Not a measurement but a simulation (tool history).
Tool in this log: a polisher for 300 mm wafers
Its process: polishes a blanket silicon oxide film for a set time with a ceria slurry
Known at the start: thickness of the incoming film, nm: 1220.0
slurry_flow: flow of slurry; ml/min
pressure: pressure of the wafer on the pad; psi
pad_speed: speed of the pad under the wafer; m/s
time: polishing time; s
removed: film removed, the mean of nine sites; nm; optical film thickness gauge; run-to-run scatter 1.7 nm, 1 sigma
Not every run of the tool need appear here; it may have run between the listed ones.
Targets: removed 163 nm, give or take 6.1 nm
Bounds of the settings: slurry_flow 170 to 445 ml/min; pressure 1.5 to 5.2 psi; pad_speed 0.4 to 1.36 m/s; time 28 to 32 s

Run 1, day 0: slurry_flow 285 ml/min, pressure 3.3 psi, pad_speed 0.88 m/s, time 32 s. Result: removed 137.41 nm.
Run 2, day 0.112: slurry_flow 250 ml/min, pressure 3.3 psi, pad_speed 0.88 m/s, time 32 s. Result: removed 132.49 nm.
Run 3, day 0.317: slurry_flow 250 ml/min, pressure 3.3 psi, pad_speed 0.98 m/s, time 32 s. Result: removed 149.55 nm.
Run 4, day 0.608: slurry_flow 250 ml/min, pressure 4 psi, pad_speed 0.98 m/s, time 32 s. Result: removed 174.89 nm.
Run 5, day 0.908: slurry_flow 250 ml/min, pressure 4.6 psi, pad_speed 0.98 m/s, time 32 s. Result: removed 203.2 nm.
Run 6, day 0.933: slurry_flow 250 ml/min, pressure 4.6 psi, pad_speed 0.98 m/s, time 28 s. Result: removed 172.36 nm.
Run 7, day 1.162: slurry_flow 245 ml/min, pressure 4.5 psi, pad_speed 0.98 m/s, time 28 s. Result: removed 170.44 nm.
Run 8, day 1.45: slurry_flow 240 ml/min, pressure 4.5 psi, pad_speed 0.98 m/s, time 28 s. Result: removed 169.73 nm.
Run 9, day 1.75: slurry_flow 235 ml/min, pressure 4.5 psi, pad_speed 0.98 m/s, time 28 s. Result: removed 173.78 nm.

Below are 5 possible settings for the next run. Only one of them brings all results inside the allowed miss of their targets. Which is it?
Run A, day 2.05: slurry_flow 240 ml/min, pressure 4.5 psi, pad_speed 0.74 m/s, time 32 s. Result: removed ?.
Run B, day 2.05: slurry_flow 290 ml/min, pressure 5 psi, pad_speed 0.88 m/s, time 29 s. Result: removed ?.
Run C, day 2.05: slurry_flow 170 ml/min, pressure 3.8 psi, pad_speed 1.1 m/s, time 29 s. Result: removed ?.
Run D, day 2.05: slurry_flow 255 ml/min, pressure 4.4 psi, pad_speed 0.92 m/s, time 31 s. Result: removed ?.
Run E, day 2.05: slurry_flow 225 ml/min, pressure 5.1 psi, pad_speed 0.88 m/s, time 28 s. Result: removed ?.

move  removed
   A   149.47
   B   180.01
   C   163.49
   D   176.05
   E   172.95
A: carries the result that was furthest off beyond its target, to the other side
B: moves away from the targets compared with the last run
C: in spec on every target
D: moves away from the targets compared with the last run
E: gains on the last run, yet a result remains outside its allowed miss
The move that meets every target is C.
